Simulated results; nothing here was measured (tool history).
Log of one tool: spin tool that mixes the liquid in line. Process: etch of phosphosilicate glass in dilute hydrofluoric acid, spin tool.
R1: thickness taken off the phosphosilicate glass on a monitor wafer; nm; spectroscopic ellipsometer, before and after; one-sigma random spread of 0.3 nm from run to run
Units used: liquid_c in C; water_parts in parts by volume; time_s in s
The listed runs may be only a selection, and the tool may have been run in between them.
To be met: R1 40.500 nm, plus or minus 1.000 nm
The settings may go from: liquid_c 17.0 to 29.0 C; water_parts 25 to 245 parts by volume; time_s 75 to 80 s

Run 1, hour 0.0: liquid_c 21.0 C, water_parts 135 parts by volume, time_s 75 s. Result: R1 57.761 nm.
Run 2, hour 0.9: liquid_c 18.5 C, water_parts 135 parts by volume, time_s 75 s. Result: R1 51.336 nm.
Run 3, hour 8.7: liquid_c 18.5 C, water_parts 160 parts by volume, time_s 75 s. Result: R1 43.212 nm.
Run 4, hour 15.3: liquid_c 18.0 C, water_parts 160 parts by volume, time_s 75 s. Result: R1 42.183 nm.
Run 5, hour 20.8: liquid_c 21.0 C, water_parts 160 parts by volume, time_s 75 s. Result: R1 47.555 nm.
Run 6, hour 24.3: liquid_c 20.0 C, water_parts 160 parts by volume, time_s 75 s. Result: R1 45.652 nm.
Run 7, hour 25.1: liquid_c 19.0 C, water_parts 160 parts by volume, time_s 75 s. Result: R1 43.911 nm.
Run 8, hour 26.6: liquid_c 18.5 C, water_parts 160 parts by volume, time_s 75 s. Result: R1 43.378 nm.
Run 9, hour 29.7: liquid_c 18.0 C, water_parts 160 parts by volume, time_s 75 s. Result: R1 42.031 nm.

Which of these 5 next moves meets every target?
Run A, hour 32.8: liquid_c 17.0 C, water_parts 160 parts by volume, time_s 80 s. Result: R1 ?.
Run B, hour 32.8: liquid_c 17.0 C, water_parts 150 parts by volume, time_s 75 s. Result: R1 ?.
Run C, hour 32.8: liquid_c 20.5 C, water_parts 165 parts by volume, time_s 75 s. Result: R1 ?.
Run D, hour 32.8: liquid_c 20.0 C, water_parts 160 parts by volume, time_s 75 s. Result: R1 ?.
Run E, hour 32.8: liquid_c 17.0 C, water_parts 160 parts by volume, time_s 75 s. Result: R1 ?.

move      R1
   A  42.950
   B  43.353
   C  44.782
   D  45.495
   E  40.266
A: the biggest miss grows against the last run
B: the biggest miss grows against the last run
C: the biggest miss grows against the last run
D: the biggest miss grows against the last run
E: all results land within tolerance of their targets
Go with E: it meets all targets.
